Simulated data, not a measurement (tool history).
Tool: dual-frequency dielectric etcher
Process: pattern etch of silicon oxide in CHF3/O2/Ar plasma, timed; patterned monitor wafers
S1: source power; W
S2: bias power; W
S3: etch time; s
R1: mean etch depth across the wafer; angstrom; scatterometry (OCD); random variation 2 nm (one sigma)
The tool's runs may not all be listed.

{"run": 1, "hour": 0.0, "S1": 760, "S2": 183, "S3": 316.5, "R1": 7114.3}
{"run": 2, "hour": 4.7, "S1": 760, "S2": 183, "S3": 316.5, "R1": 7103.3}
{"run": 3, "hour": 5.4, "S1": 710, "S2": 183, "S3": 316.5, "R1": 6977.6}
{"run": 4, "hour": 7.6, "S1": 650, "S2": 165, "S3": 313.0, "R1": 6438.5}
{"run": 5, "hour": 16.4, "S1": 610, "S2": 156, "S3": 312.0, "R1": 6172.4}
{"run": 6, "hour": 19.9, "S1": 580, "S2": 150, "S3": 311.5, "R1": 5900.1}
{"run": 7, "hour": 28.5, "S1": 550, "S2": 148, "S3": 311.5, "R1": 5779.4}
{"run": 8, "hour": 34.6, "S1": 530, "S2": 147, "S3": 311.5, "R1": 5722.6}
{"run": 9, "hour": 37.6, "S1": 510, "S2": 146, "S3": 311.5, "R1": 5576.8}
{"run": 10, "hour": 39.4, "S1": 500, "S2": 146, "S3": 311.5, "R1": 5560.9}

Run 11, settings as shown, results not yet in. Your forecast:
{"run": 11, "hour": 42.1, "S1": 490, "S2": 146, "S3": 311.5, "R1": "?"}

{"run 11": {"R1": 5534.8}}
